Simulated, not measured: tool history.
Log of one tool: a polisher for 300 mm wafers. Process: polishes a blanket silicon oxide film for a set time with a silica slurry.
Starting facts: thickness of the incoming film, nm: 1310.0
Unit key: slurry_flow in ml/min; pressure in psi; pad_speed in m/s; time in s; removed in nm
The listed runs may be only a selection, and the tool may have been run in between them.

run,hour,slurry_flow,pressure,pad_speed,slurry_solids,time,removed
1,0,265,5.1,1.34,1,56,293.2
2,2.3,265,5.1,1.34,1.2,56,316.64
3,7.7,260,4.5,1.32,1.2,56,281.48
4,10,260,5.7,1.32,1.2,56,341.52
5,13.8,255,5,1.28,1.2,56,300.29
6,20.6,255,4.5,1.24,1.2,56,267.31
7,28.7,250,4.1,1.22,1.2,56,251.2
8,32.6,250,4.1,1.22,1.2,56,251.34
9,41.1,250,3.7,1.18,1.2,56,227.94
10,48.6,250,3.4,1.16,1.2,56,212.63
11,49.8,250,3.2,1.16,1.2,56,205.39
12,54.9,250,3,1.16,1.2,56,194.47

Run 13 is up next; what results do you expect?
13,60.3,250,2.9,1.16,1.2,56,?

{"run 13": {"removed": 192.17}}
